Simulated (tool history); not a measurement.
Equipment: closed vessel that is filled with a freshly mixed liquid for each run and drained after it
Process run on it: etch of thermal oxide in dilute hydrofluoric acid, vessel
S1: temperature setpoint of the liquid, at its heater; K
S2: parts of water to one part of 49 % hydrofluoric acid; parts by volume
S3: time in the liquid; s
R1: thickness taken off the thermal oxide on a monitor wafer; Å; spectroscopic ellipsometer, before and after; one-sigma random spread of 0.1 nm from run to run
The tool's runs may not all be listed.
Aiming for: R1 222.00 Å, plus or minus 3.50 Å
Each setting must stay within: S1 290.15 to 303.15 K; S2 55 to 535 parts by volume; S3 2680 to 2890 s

Run 1, hour 0.0: S1 295.15 K, S2 295 parts by volume, S3 2680 s. Result: R1 348.95 Å.
Run 2, hour 7.7: S1 294.65 K, S2 305 parts by volume, S3 2680 s. Result: R1 324.90 Å.
Run 3, hour 11.7: S1 297.65 K, S2 305 parts by volume, S3 2680 s. Result: R1 363.37 Å.
Run 4, hour 13.8: S1 296.65 K, S2 315 parts by volume, S3 2680 s. Result: R1 337.24 Å.
Run 5, hour 14.9: S1 295.65 K, S2 320 parts by volume, S3 2680 s. Result: R1 320.84 Å.
Run 6, hour 21.1: S1 295.65 K, S2 320 parts by volume, S3 2680 s. Result: R1 320.45 Å.
Run 7, hour 23.9: S1 294.65 K, S2 325 parts by volume, S3 2680 s. Result: R1 302.08 Å.
Run 8, hour 28.2: S1 290.65 K, S2 365 parts by volume, S3 2680 s. Result: R1 224.14 Å.

5 next moves are on the table. One of them brings every result within its allowed miss. Which?
Run A, hour 32.5: S1 294.15 K, S2 395 parts by volume, S3 2680 s. Result: R1 ?.
Run B, hour 32.5: S1 292.65 K, S2 380 parts by volume, S3 2680 s. Result: R1 ?.
Run C, hour 32.5: S1 292.15 K, S2 390 parts by volume, S3 2825 s. Result: R1 ?.
Run D, hour 32.5: S1 291.65 K, S2 385 parts by volume, S3 2820 s. Result: R1 ?.
Run E, hour 32.5: S1 290.65 K, S2 380 parts by volume, S3 2770 s. Result: R1 ?.

move      R1
   A  233.14
   B  232.49
   C  232.75
   D  232.01
   E  223.42
A: lands further from the targets than the last run did
B: lands further from the targets than the last run did
C: lands further from the targets than the last run did
D: lands further from the targets than the last run did
E: all results land within tolerance of their targets
E meets every target.

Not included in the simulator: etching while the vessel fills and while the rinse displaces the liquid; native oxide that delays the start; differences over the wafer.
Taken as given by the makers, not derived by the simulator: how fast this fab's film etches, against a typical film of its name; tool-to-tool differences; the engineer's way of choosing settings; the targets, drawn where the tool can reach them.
